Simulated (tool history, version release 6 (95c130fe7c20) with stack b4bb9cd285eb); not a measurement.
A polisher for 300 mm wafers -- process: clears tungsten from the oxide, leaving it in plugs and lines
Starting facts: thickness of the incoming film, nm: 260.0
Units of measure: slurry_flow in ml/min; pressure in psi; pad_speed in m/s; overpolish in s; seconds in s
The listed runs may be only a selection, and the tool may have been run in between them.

run 1 hour=0 | slurry_flow=305 pressure=2.3 pad_speed=1.42 slurry_solids=1 overpolish=12 | seconds=55.669
run 2 hour=1.6 | slurry_flow=305 pressure=2.4 pad_speed=1.42 slurry_solids=1 overpolish=12 | seconds=52.175
run 3 hour=8.1 | slurry_flow=305 pressure=2.5 pad_speed=1.42 slurry_solids=1 overpolish=12 | seconds=51.061
run 4 hour=8.8 | slurry_flow=305 pressure=2.6 pad_speed=1.42 slurry_solids=1 overpolish=12 | seconds=49.421
run 5 hour=10.4 | slurry_flow=305 pressure=2.1 pad_speed=1.42 slurry_solids=1 overpolish=12 | seconds=60.953
run 6 hour=15.6 | slurry_flow=305 pressure=2.3 pad_speed=1.42 slurry_solids=1 overpolish=12 | seconds=55.452
run 7 hour=24.3 | slurry_flow=305 pressure=2.4 pad_speed=1.42 slurry_solids=1 overpolish=12 | seconds=52.168

Predict the results of run 8:
run 8 hour=27.3 | slurry_flow=305 pressure=2.5 pad_speed=1.42 slurry_solids=1 overpolish=12 | seconds=?

{"run 8": {"seconds": 50.748}}
